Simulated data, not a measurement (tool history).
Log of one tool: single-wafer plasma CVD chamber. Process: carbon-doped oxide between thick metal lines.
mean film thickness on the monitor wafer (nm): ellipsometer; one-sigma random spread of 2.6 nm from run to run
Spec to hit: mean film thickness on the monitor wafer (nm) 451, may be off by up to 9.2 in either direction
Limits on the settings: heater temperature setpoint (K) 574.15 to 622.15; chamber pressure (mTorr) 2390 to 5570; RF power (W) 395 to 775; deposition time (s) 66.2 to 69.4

run,hour,heater temperature setpoint (K),chamber pressure (mTorr),RF power (W),deposition time (s),mean film thickness on the monitor wafer (nm)
1,0,598.15,3980,585,69.4,405.76
2,1.1,598.15,3980,585,69.4,413.06
3,2.5,598.15,4620,585,69.4,417.93
4,11.5,598.15,4620,585,69.4,414.07
5,17.4,602.15,4620,585,69.4,407.26
6,22.6,602.15,4220,585,69.4,402.86
7,27.1,598.15,4300,590,69.4,416.24
8,35,596.15,4350,595,69.4,420.65
9,42.2,594.15,4410,600,69.4,427.23
10,44.9,592.15,4460,605,69.4,434.23
11,50.1,591.15,4490,605,69.4,430.59
12,58.6,590.15,4540,610,69.4,437.23

4 candidate next runs follow, results not yet known. Just one meets every target within its allowed miss. Identify it.
A,67.1,587.15,4500,605,68.1,?
B,67.1,584.15,4350,560,69.4,?
C,67.1,584.15,4370,645,67.5,?
D,67.1,585.15,4200,570,69.4,?

move,mean film thickness on the monitor wafer (nm)
A,437.88
B,428.89
C,456.29
D,430.12
A: about as far from the targets as the last run
B: lands further from the targets than the last run did
C: hits every target within its allowed miss
D: lands further from the targets than the last run did
Correct choice: C, which meets every target

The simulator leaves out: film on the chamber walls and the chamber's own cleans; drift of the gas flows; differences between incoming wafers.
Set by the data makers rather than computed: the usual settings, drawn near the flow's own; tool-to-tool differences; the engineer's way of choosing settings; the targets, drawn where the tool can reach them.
